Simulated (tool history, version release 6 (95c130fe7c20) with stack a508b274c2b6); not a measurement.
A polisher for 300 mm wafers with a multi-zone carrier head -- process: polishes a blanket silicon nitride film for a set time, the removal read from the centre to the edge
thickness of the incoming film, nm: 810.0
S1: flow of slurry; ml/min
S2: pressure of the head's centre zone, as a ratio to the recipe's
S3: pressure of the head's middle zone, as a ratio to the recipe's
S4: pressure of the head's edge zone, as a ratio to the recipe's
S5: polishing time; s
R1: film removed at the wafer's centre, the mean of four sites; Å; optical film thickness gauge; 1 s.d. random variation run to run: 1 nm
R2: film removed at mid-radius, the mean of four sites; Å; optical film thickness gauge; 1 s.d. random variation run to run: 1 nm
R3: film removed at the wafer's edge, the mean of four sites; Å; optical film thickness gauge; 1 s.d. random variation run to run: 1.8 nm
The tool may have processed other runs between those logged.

run 1 day=0 | S1=310 S2=1 S3=1 S4=1 S5=49 | R1=1223.6 R2=1196.4 R3=1170.5
run 2 day=0.196 | S1=310 S2=0.92 S3=1 S4=1 S5=49 | R1=1104.1 R2=1193.9 R3=1173
run 3 day=0.562 | S1=320 S2=0.93 S3=1.03 S4=1.02 S5=50 | R1=1153.4 R2=1254.7 R3=1200.1
run 4 day=0.775 | S1=325 S2=0.93 S3=1.05 S4=1.04 S5=51 | R1=1175.6 R2=1284.9 R3=1229.5
run 5 day=0.842 | S1=325 S2=0.93 S3=0.98 S4=1.04 S5=51 | R1=1189.8 R2=1221.1 R3=1261.8
run 6 day=1.146 | S1=325 S2=0.97 S3=0.98 S4=1.04 S5=51 | R1=1213.5 R2=1229.7 R3=1226.6
run 7 day=1.267 | S1=325 S2=0.97 S3=1 S4=1.04 S5=52 | R1=1250.4 R2=1272.3 R3=1250.9
run 8 day=1.558 | S1=325 S2=0.97 S3=1.02 S4=1.05 S5=53 | R1=1273.5 R2=1322.4 R3=1275.3

Run 9 is up next; what results do you expect?
run 9 day=1.738 | S1=330 S2=0.97 S3=1.04 S4=1.06 S5=54 | R1=? R2=? R3=?

{"run 9": {"R1": 1302.8, "R2": 1357, "R3": 1309.7}}
